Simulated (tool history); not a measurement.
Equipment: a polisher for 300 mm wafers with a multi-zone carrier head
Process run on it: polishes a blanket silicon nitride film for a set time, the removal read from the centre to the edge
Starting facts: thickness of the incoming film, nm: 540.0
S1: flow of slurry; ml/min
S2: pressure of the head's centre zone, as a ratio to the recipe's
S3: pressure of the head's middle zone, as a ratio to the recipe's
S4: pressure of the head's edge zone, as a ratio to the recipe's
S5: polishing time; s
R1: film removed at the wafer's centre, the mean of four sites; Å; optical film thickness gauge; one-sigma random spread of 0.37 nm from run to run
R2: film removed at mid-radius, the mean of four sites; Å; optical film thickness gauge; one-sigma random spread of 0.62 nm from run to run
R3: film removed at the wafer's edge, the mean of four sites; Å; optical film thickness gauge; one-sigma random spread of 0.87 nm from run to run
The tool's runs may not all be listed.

{"run": 1, "hour": 0.0, "S1": 190, "S2": 1.0, "S3": 1.0, "S4": 1.0, "S5": 40, "R1": 627.76, "R2": 668.61, "R3": 675.51}
{"run": 2, "hour": 6.2, "S1": 175, "S2": 0.98, "S3": 1.01, "S4": 0.96, "S5": 40, "R1": 600.75, "R2": 649.35, "R3": 651.35}
{"run": 3, "hour": 11.9, "S1": 175, "S2": 0.95, "S3": 1.01, "S4": 0.96, "S5": 40, "R1": 587.56, "R2": 644.37, "R3": 647.61}
{"run": 4, "hour": 15.4, "S1": 165, "S2": 0.94, "S3": 1.03, "S4": 0.94, "S5": 40, "R1": 577.47, "R2": 658.53, "R3": 660.69}
{"run": 5, "hour": 20.1, "S1": 165, "S2": 0.94, "S3": 1.03, "S4": 0.94, "S5": 44, "R1": 623.26, "R2": 698.73, "R3": 700.51}
{"run": 6, "hour": 26.0, "S1": 170, "S2": 0.93, "S3": 1.04, "S4": 0.9, "S5": 42, "R1": 599.18, "R2": 686.07, "R3": 676.65}
{"run": 7, "hour": 32.5, "S1": 165, "S2": 0.93, "S3": 1.05, "S4": 0.87, "S5": 41, "R1": 584.41, "R2": 679.61, "R3": 654.52}

Run 8 has not been measured yet. What should we expect?
{"run": 8, "hour": 38.3, "S1": 160, "S2": 0.93, "S3": 1.05, "S4": 0.85, "S5": 40, "R1": "?", "R2": "?", "R3": "?"}

R1: 563.62 Å
R2: 645.87 Å
R3: 625.19 Å
